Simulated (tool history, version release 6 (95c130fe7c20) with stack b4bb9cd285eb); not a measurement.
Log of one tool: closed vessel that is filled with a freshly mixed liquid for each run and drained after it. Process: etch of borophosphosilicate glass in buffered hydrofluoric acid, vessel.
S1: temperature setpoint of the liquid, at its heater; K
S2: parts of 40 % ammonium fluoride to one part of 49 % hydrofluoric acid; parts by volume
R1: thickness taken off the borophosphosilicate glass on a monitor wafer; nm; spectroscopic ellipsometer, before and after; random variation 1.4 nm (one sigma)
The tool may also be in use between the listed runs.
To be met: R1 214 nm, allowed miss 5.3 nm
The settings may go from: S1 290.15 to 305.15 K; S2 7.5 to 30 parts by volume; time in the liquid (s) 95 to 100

Run 1, hour 0: S1 297.15 K, S2 20.5 parts by volume, time in the liquid (s) 95. Result: R1 123 nm.
Run 2, hour 2.8: S1 298.65 K, S2 20 parts by volume, time in the liquid (s) 95. Result: R1 136.85 nm.
Run 3, hour 4.4: S1 300.65 K, S2 20 parts by volume, time in the liquid (s) 95. Result: R1 153.41 nm.
Run 4, hour 10.9: S1 300.65 K, S2 20 parts by volume, time in the liquid (s) 95. Result: R1 150.53 nm.
Run 5, hour 18.4: S1 303.65 K, S2 20 parts by volume, time in the liquid (s) 95. Result: R1 177.35 nm.
Run 6, hour 25.8: S1 302.65 K, S2 20 parts by volume, time in the liquid (s) 95. Result: R1 168.78 nm.
Run 7, hour 32.1: S1 303.15 K, S2 19.5 parts by volume, time in the liquid (s) 95. Result: R1 174.9 nm.
Run 8, hour 39: S1 303.65 K, S2 19 parts by volume, time in the liquid (s) 95. Result: R1 185.24 nm.
Run 9, hour 47.2: S1 303.65 K, S2 18.5 parts by volume, time in the liquid (s) 95. Result: R1 189.76 nm.
Run 10, hour 50.6: S1 304.65 K, S2 18 parts by volume, time in the liquid (s) 95. Result: R1 208.6 nm.

Which of these 5 next moves meets every target?
Run A, hour 54: S1 302.65 K, S2 17.5 parts by volume, time in the liquid (s) 100. Result: R1 ?.
Run B, hour 54: S1 304.15 K, S2 18 parts by volume, time in the liquid (s) 95. Result: R1 ?.
Run C, hour 54: S1 304.65 K, S2 18.5 parts by volume, time in the liquid (s) 100. Result: R1 ?.
Run D, hour 54: S1 305.15 K, S2 20 parts by volume, time in the liquid (s) 100. Result: R1 ?.
Run E, hour 54: S1 305.15 K, S2 19 parts by volume, time in the liquid (s) 95. Result: R1 ?.

move      R1
   A   203.6
   B  203.45
   C  213.94
   D  203.34
   E  203.17
A: further off than the last run
B: further off than the last run
C: meets every target
D: further off than the last run
E: further off than the last run
The right move is C.
